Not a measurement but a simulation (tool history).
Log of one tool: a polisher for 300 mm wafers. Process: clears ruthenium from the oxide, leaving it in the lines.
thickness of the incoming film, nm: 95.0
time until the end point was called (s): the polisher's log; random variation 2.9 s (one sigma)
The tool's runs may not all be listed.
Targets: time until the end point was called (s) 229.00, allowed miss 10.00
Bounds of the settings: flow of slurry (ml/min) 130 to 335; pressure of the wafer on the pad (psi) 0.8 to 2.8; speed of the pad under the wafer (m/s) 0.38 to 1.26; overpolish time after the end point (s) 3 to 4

run,day,flow of slurry (ml/min),pressure of the wafer on the pad (psi),speed of the pad under the wafer (m/s),overpolish time after the end point (s),time until the end point was called (s)
1,0.000,215,1.8,0.82,4,124.69
2,0.338,215,1.6,0.80,4,141.94
3,0.662,215,1.4,0.80,4,155.76
4,0.762,215,1.8,0.80,4,129.27
5,0.988,215,1.5,0.80,4,148.66
6,1.317,215,1.7,0.80,4,134.09
7,1.592,215,1.5,0.78,4,153.69
8,1.933,215,1.4,0.78,4,157.81
9,2.150,215,1.3,0.76,4,170.76
10,2.346,215,0.8,0.74,4,246.60

5 next moves are on the table. One of them brings every result within its allowed miss. Which?
A,2.542,210,0.9,0.74,3,?
B,2.542,200,0.8,0.70,4,?
C,2.542,145,0.8,0.70,3,?
D,2.542,225,0.8,0.64,4,?
E,2.542,185,0.8,0.72,3,?

move,time until the end point was called (s)
A,228.83
B,260.69
C,276.31
D,277.50
E,257.37
A: meets every target
B: further off than the last run
C: further off than the last run
D: further off than the last run
E: further off than the last run
Move A is the one to make.
